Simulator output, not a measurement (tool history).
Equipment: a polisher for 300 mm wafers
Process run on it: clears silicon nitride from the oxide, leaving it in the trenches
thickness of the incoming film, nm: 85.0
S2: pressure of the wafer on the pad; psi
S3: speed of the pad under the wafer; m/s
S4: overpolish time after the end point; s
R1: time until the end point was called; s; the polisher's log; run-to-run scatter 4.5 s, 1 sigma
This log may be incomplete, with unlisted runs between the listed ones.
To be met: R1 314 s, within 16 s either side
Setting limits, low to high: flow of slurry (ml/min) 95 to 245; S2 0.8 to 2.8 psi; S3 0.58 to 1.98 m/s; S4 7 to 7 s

{"run": 1, "hour": 0.0, "flow of slurry (ml/min)": 155, "S2": 1.8, "S3": 1.28, "S4": 7, "R1": 128.66}
{"run": 2, "hour": 8.8, "flow of slurry (ml/min)": 155, "S2": 1.6, "S3": 1.2, "S4": 7, "R1": 145.86}
{"run": 3, "hour": 14.7, "flow of slurry (ml/min)": 150, "S2": 1.4, "S3": 1.08, "S4": 7, "R1": 177.84}
{"run": 4, "hour": 22.1, "flow of slurry (ml/min)": 150, "S2": 1.3, "S3": 1, "S4": 7, "R1": 197.65}
{"run": 5, "hour": 25.1, "flow of slurry (ml/min)": 150, "S2": 1.5, "S3": 1, "S4": 7, "R1": 185.76}
{"run": 6, "hour": 29.8, "flow of slurry (ml/min)": 150, "S2": 1.4, "S3": 0.94, "S4": 7, "R1": 208.66}
{"run": 7, "hour": 36.1, "flow of slurry (ml/min)": 150, "S2": 1.3, "S3": 0.9, "S4": 7, "R1": 220.46}
{"run": 8, "hour": 39.6, "flow of slurry (ml/min)": 150, "S2": 1.2, "S3": 0.86, "S4": 7, "R1": 239.72}
{"run": 9, "hour": 44.3, "flow of slurry (ml/min)": 150, "S2": 1.1, "S3": 0.84, "S4": 7, "R1": 260.97}
{"run": 10, "hour": 49.1, "flow of slurry (ml/min)": 150, "S2": 1, "S3": 0.84, "S4": 7, "R1": 277.11}

Next run, 4 choices. One meets every target within its allowed miss, the rest don't. Which?
{"run": "A", "hour": 53.9, "flow of slurry (ml/min)": 100, "S2": 1.5, "S3": 0.8, "S4": 7, "R1": "?"}
{"run": "B", "hour": 53.9, "flow of slurry (ml/min)": 170, "S2": 1, "S3": 1, "S4": 7, "R1": "?"}
{"run": "C", "hour": 53.9, "flow of slurry (ml/min)": 175, "S2": 1.1, "S3": 0.66, "S4": 7, "R1": "?"}
{"run": "D", "hour": 53.9, "flow of slurry (ml/min)": 200, "S2": 0.8, "S3": 0.92, "S4": 7, "R1": "?"}

move=A R1=254.7
move=B R1=230.81
move=C R1=324.13
move=D R1=273.01
A: further off than the last run
B: further off than the last run
C: in spec on every target
D: further off than the last run
Move C is the one to make.
